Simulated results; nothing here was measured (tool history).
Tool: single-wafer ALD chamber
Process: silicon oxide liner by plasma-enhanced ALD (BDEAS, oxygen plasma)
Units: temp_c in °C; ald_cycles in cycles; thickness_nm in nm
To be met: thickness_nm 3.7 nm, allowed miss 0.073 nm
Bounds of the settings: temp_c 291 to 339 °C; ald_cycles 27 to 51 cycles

run,day,temp_c,ald_cycles,thickness_nm
1,0,315,39,4.064
2,0.379,315,42,4.43
3,0.725,315,41,4.3089
4,1.104,315,40,4.2204
5,1.312,315,44,4.6593
6,1.446,315,43,4.5197
7,1.596,315,42,4.4216
8,1.712,315,41,4.2788
# day 1.862: thermocouple changed; heater temperature recalibrated
9,1.862,315,40,4.128

4 next moves are on the table. One of them brings every result within its allowed miss. Which?
A,2.012,322,34,?
B,2.012,314,34,?
C,2.012,311,35,?
D,2.012,315,34,?

move,thickness_nm
A,3.4959
B,3.5419
C,3.6638
D,3.5361
A: takes the result that was furthest off past its target
B: takes the result that was furthest off past its target
C: meets every target
D: takes the result that was furthest off past its target
Answer: C
